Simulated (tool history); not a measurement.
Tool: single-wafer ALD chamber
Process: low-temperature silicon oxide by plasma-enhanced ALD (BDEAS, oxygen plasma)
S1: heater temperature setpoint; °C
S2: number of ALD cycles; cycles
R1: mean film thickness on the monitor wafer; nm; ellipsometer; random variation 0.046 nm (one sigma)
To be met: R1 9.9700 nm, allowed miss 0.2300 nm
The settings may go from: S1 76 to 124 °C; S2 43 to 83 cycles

run 1 hour=0.0 | S1=100 S2=63 | R1=8.5610
run 2 hour=4.1 | S1=100 S2=56 | R1=7.6837
run 3 hour=5.9 | S1=93 S2=56 | R1=7.8322
run 4 hour=8.9 | S1=93 S2=63 | R1=8.7892
run 5 hour=16.6 | S1=91 S2=64 | R1=8.9980
run 6 hour=18.0 | S1=91 S2=60 | R1=8.3655
run 7 hour=23.4 | S1=90 S2=62 | R1=8.7591
run 8 hour=31.3 | S1=89 S2=63 | R1=8.8904

Which of these 5 next moves meets every target?
run A hour=39.2 | S1=97 S2=56 | R1=?
run B hour=39.2 | S1=77 S2=57 | R1=?
run C hour=39.2 | S1=91 S2=59 | R1=?
run D hour=39.2 | S1=102 S2=73 | R1=?
run E hour=39.2 | S1=89 S2=54 | R1=?

move=A R1=7.6682
move=B R1=8.3112
move=C R1=8.2361
move=D R1=9.8664
move=E R1=7.5861
A: further off than the last run
B: further off than the last run
C: further off than the last run
D: meets every target
E: further off than the last run
Answer: D

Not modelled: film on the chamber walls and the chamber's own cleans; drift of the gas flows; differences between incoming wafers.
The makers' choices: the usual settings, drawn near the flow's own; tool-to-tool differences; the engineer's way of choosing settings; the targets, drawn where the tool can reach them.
